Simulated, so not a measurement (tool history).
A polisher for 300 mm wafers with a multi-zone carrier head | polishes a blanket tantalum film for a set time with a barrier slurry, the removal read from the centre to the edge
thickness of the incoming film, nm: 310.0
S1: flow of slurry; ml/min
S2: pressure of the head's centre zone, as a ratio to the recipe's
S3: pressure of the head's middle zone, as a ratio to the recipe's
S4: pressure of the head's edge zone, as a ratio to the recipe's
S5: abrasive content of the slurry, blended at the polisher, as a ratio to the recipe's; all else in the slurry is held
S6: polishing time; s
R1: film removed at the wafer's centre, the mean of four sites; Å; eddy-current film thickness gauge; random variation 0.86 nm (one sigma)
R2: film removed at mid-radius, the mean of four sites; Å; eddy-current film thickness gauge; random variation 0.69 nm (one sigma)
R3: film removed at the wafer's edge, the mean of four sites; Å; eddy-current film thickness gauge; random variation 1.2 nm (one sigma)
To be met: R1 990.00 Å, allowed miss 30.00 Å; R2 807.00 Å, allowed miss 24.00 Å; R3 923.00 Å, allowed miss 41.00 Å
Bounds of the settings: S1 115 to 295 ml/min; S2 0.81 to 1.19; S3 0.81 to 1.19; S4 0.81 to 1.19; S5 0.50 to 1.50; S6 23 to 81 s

run,hour,S1,S2,S3,S4,S5,S6,R1,R2,R3
1,0.0,190,1.00,1.00,1.00,1.00,52,606.99,589.90,626.70
2,8.9,190,1.00,1.00,0.96,1.00,52,607.52,589.00,617.43
3,10.9,190,1.00,1.00,1.01,1.00,52,627.49,578.86,636.53
4,12.5,190,1.00,1.07,1.01,1.00,52,616.71,632.20,621.65
5,19.5,200,1.03,1.06,1.05,1.10,54,674.04,665.57,660.94
6,21.7,200,1.03,1.02,1.05,1.10,54,678.73,634.47,686.17
7,27.5,200,1.03,1.02,1.05,1.10,54,676.02,640.21,684.01
8,30.5,205,1.07,1.01,1.07,1.20,56,731.72,693.32,726.68
9,34.6,225,1.10,0.98,1.08,1.25,58,793.82,701.30,765.73

4 next moves are on the table. One of them brings every result within its allowed miss. Which?
A,38.7,270,1.14,0.93,1.06,1.30,68,?,?,?
B,38.7,160,0.83,1.16,1.13,1.35,61,?,?,?
C,38.7,195,0.91,0.91,1.19,1.30,74,?,?,?
D,38.7,200,0.97,1.18,1.01,1.15,55,?,?,?

move,R1,R2,R3
A,995.99,812.76,945.59
B,674.09,828.51,831.45
C,888.53,835.48,1048.00
D,672.73,753.90,706.49
A: meets every target
B: further off than the last run
C: nearer than the last run, and not there yet
D: further off than the last run
Answer: A
